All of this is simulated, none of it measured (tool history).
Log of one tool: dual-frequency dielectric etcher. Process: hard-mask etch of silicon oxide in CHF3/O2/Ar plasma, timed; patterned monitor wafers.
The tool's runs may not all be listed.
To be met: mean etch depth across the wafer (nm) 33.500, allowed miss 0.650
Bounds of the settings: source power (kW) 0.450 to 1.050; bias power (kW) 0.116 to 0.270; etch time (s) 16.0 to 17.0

| run | day | source power (kW) | bias power (kW) | etch time (s) | mean etch depth across the wafer (nm) |
|---|---|---|---|---|---|
| 1 | 0.000 | 0.750 | 0.193 | 17.0 | 36.313 |
| 2 | 0.079 | 0.730 | 0.192 | 17.0 | 35.992 |
| 3 | 0.388 | 0.730 | 0.192 | 17.0 | 36.220 |
| 4 | 0.679 | 0.710 | 0.191 | 17.0 | 35.596 |
| 5 | 0.929 | 0.710 | 0.216 | 17.0 | 36.318 |
| 6 | 1.042 | 0.710 | 0.191 | 17.0 | 35.536 |
| 7 | 1.271 | 0.700 | 0.190 | 17.0 | 35.667 |
| 8 | 1.488 | 0.690 | 0.188 | 17.0 | 35.056 |

Which of these 4 next moves meets every target?
| A | 1.704 | 0.720 | 0.182 | 16.0 | ? |
| B | 1.704 | 0.690 | 0.199 | 16.5 | ? |
| C | 1.704 | 0.650 | 0.177 | 16.0 | ? |
| D | 1.704 | 0.620 | 0.173 | 16.5 | ? |

| move | mean etch depth across the wafer (nm) |
|---|---|
| A | 33.357 |
| B | 34.393 |
| C | 31.977 |
| D | 32.288 |
A: meets every target
B: nearer than the last run, and not there yet
C: takes the result that was furthest off past its target
D: takes the result that was furthest off past its target
Move A is the one to make.
